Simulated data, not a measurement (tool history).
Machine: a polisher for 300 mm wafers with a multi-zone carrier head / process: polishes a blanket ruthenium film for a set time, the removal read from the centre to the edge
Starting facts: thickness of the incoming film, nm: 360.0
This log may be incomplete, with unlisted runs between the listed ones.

run	day	flow of slurry (ml/min)	pressure of the head's centre zone	pressure of the head's middle zone	pressure of the head's edge zone	polishing time (s)	film removed at the wafer's centre (angstrom)	film removed at mid-radius (angstrom)	film removed at the wafer's edge (angstrom)
1	0.000	155	1.00	1.00	1.00	78	1203.6	1180.1	1211.2
2	0.025	155	1.00	0.95	1.00	78	1207.5	1131.4	1198.1
3	0.317	155	1.00	0.95	1.06	78	1210.0	1131.8	1239.0
4	0.562	155	1.00	1.03	1.06	78	1203.2	1191.5	1211.0
5	0.596	155	1.06	1.03	1.06	78	1275.6	1186.1	1253.1
6	0.912	155	1.06	1.03	1.11	78	1283.0	1177.3	1276.8
7	1.042	160	1.06	1.04	1.12	80	1323.4	1220.3	1295.8
8	1.383	155	1.06	1.05	1.13	82	1341.0	1257.6	1320.4
9	1.483	160	1.06	1.04	1.14	84	1402.4	1282.9	1381.4
10	1.646	165	1.05	1.04	1.15	85	1397.4	1304.1	1377.0
11	1.992	160	1.05	1.04	1.16	87	1419.9	1339.8	1453.1
12	2.208	160	1.05	1.04	1.16	88	1437.0	1342.2	1430.9

Run 13 comes next. What will it give?
13	2.508	160	1.05	1.04	1.16	88	?	?	?

film removed at the wafer's centre (angstrom): 1430.8
film removed at mid-radius (angstrom): 1347.7
film removed at the wafer's edge (angstrom): 1471.3

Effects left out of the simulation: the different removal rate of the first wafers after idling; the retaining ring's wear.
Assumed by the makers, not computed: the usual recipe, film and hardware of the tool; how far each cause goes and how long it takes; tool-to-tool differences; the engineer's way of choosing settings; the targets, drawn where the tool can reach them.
